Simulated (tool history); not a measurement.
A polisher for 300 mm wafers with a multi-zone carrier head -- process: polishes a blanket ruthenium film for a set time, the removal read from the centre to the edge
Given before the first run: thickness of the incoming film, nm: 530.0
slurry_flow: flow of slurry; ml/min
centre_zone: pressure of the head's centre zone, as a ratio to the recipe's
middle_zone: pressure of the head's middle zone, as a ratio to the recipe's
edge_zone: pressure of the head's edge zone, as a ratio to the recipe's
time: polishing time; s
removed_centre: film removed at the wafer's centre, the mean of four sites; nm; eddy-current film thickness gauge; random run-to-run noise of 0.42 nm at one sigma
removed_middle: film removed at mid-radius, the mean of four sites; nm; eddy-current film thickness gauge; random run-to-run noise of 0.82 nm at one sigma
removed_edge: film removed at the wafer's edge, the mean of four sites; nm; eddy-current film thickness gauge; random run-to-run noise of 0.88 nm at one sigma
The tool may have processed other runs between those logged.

run 1 hour=0.0 | slurry_flow=130 centre_zone=1.00 middle_zone=1.00 edge_zone=1.00 time=38 | removed_centre=38.954 removed_middle=39.844 removed_edge=41.315
run 2 hour=0.9 | slurry_flow=135 centre_zone=1.01 middle_zone=1.02 edge_zone=1.03 time=40 | removed_centre=41.847 removed_middle=43.103 removed_edge=44.661
run 3 hour=3.8 | slurry_flow=155 centre_zone=1.01 middle_zone=1.02 edge_zone=1.03 time=40 | removed_centre=43.945 removed_middle=44.996 removed_edge=46.479
run 4 hour=12.0 | slurry_flow=155 centre_zone=0.96 middle_zone=1.02 edge_zone=1.03 time=40 | removed_centre=41.962 removed_middle=45.314 removed_edge=46.412
run 5 hour=20.7 | slurry_flow=160 centre_zone=0.97 middle_zone=1.04 edge_zone=1.05 time=41 | removed_centre=44.182 removed_middle=47.352 removed_edge=46.266
run 6 hour=28.0 | slurry_flow=160 centre_zone=0.96 middle_zone=1.04 edge_zone=1.05 time=43 | removed_centre=45.097 removed_middle=47.763 removed_edge=49.422
run 7 hour=32.7 | slurry_flow=165 centre_zone=0.96 middle_zone=1.06 edge_zone=1.05 time=44 | removed_centre=46.737 removed_middle=51.301 removed_edge=52.103

Run 8 has not been measured yet. What should we expect?
run 8 hour=33.5 | slurry_flow=195 centre_zone=1.05 middle_zone=1.15 edge_zone=1.12 time=46 | removed_centre=? removed_middle=? removed_edge=?

removed_centre: 56.074 nm
removed_middle: 58.458 nm
removed_edge: 56.371 nm
